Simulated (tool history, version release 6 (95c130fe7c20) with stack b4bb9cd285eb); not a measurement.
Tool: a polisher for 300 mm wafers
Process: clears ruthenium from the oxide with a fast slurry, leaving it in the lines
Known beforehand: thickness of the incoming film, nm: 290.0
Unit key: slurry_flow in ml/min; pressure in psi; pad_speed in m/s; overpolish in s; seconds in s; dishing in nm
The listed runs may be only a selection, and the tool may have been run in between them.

Run 1, hour 0: slurry_flow 270 ml/min, pressure 1.7 psi, pad_speed 1.26 m/s, slurry_solids 1, overpolish 12 s. Result: seconds 86.229 s, dishing 32.96 nm.
Run 2, hour 1.1: slurry_flow 270 ml/min, pressure 1.7 psi, pad_speed 1.26 m/s, slurry_solids 1.15, overpolish 12 s. Result: seconds 84.439 s, dishing 36.191 nm.
Run 3, hour 5.9: slurry_flow 270 ml/min, pressure 1.6 psi, pad_speed 1.26 m/s, slurry_solids 1.15, overpolish 12 s. Result: seconds 87.193 s, dishing 33.402 nm.
Run 4, hour 9.9: slurry_flow 270 ml/min, pressure 1.6 psi, pad_speed 1.26 m/s, slurry_solids 1.35, overpolish 12 s. Result: seconds 85.022 s, dishing 36.905 nm.
Run 5, hour 10.6: slurry_flow 270 ml/min, pressure 1.6 psi, pad_speed 1.48 m/s, slurry_solids 1.35, overpolish 12 s. Result: seconds 73.517 s, dishing 40.635 nm.
Run 6, hour 15.4: slurry_flow 270 ml/min, pressure 1.2 psi, pad_speed 1.48 m/s, slurry_solids 1.35, overpolish 12 s. Result: seconds 97.44 s, dishing 30.802 nm.
Run 7, hour 22.4: slurry_flow 270 ml/min, pressure 1.2 psi, pad_speed 1.46 m/s, slurry_solids 1.35, overpolish 12 s. Result: seconds 97.869 s, dishing 30.495 nm.
Run 8, hour 25.4: slurry_flow 270 ml/min, pressure 1.2 psi, pad_speed 1.44 m/s, slurry_solids 1.35, overpolish 12 s. Result: seconds 96.835 s, dishing 30.16 nm.

Forecast run 9:
Run 9, hour 27.9: slurry_flow 270 ml/min, pressure 1.2 psi, pad_speed 1.42 m/s, slurry_solids 1.35, overpolish 12 s. Result: seconds ?, dishing ?.

Logged for run 9: seconds 101.15 s, dishing 29.86 nm.
